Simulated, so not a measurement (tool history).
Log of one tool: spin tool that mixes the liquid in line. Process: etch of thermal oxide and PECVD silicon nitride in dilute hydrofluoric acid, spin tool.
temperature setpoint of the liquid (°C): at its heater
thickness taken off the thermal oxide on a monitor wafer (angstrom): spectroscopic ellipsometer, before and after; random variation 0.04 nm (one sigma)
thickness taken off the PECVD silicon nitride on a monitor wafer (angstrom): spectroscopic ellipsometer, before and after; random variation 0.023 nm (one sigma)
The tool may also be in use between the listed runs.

run	hour	temperature setpoint of the liquid (°C)	parts of water to one part of 49 % hydrofluoric acid (parts by volume)	time under the liquid (s)	thickness taken off the thermal oxide on a monitor wafer (angstrom)	thickness taken off the PECVD silicon nitride on a monitor wafer (angstrom)
1	0.0	20.0	135	180	45.560	27.135
2	3.8	20.0	100	180	64.690	36.459
3	12.7	20.0	100	130	45.818	26.621
4	16.3	20.0	100	70	25.018	14.104
5	20.2	20.0	80	70	31.728	17.850
6	26.7	20.0	80	145	66.460	37.175
7	28.1	19.0	80	145	64.638	34.272
8	36.8	18.5	85	145	57.625	31.371

Forecast run 9:
9	40.7	18.0	85	145	?	?

thickness taken off the thermal oxide on a monitor wafer (angstrom): 56.952
thickness taken off the PECVD silicon nitride on a monitor wafer (angstrom): 29.981
